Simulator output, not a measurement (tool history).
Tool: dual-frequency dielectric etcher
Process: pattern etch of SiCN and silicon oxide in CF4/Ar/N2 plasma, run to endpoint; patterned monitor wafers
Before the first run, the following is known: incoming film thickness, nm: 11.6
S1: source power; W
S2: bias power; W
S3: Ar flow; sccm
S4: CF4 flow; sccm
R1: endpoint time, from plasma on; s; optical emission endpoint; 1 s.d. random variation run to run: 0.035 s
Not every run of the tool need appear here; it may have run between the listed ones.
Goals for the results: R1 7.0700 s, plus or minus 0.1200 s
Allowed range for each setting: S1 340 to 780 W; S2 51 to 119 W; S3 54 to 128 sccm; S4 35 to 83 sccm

run,hour,S1,S2,S3,S4,R1
1,0.0,560,85,91,59,9.5665
2,8.2,590,85,91,59,9.1769
3,9.1,590,90,91,59,8.8328
4,14.0,610,90,91,59,8.5501
5,20.1,630,90,91,59,8.2695
6,20.7,650,90,91,59,7.9507
7,21.3,660,90,91,59,7.9060
8,29.2,670,90,91,59,7.7760
9,38.2,680,90,91,59,7.7225
10,44.2,690,90,91,59,7.4810

Of the 5 settings listed for the next run, only one would bring every result within its allowed miss of target. Which one?
A,50.2,730,104,102,63,?
B,50.2,750,72,75,51,?
C,50.2,730,100,95,61,?
D,50.2,770,82,78,54,?
E,50.2,730,91,88,56,?

move,R1
A,6.7315
B,7.3742
C,6.7951
D,6.8323
E,7.0565
A: carries the result that was furthest off beyond its target, to the other side
B: gains on the last run, yet a result remains outside its allowed miss
C: carries the result that was furthest off beyond its target, to the other side
D: carries the result that was furthest off beyond its target, to the other side
E: meets every target
E meets every target.
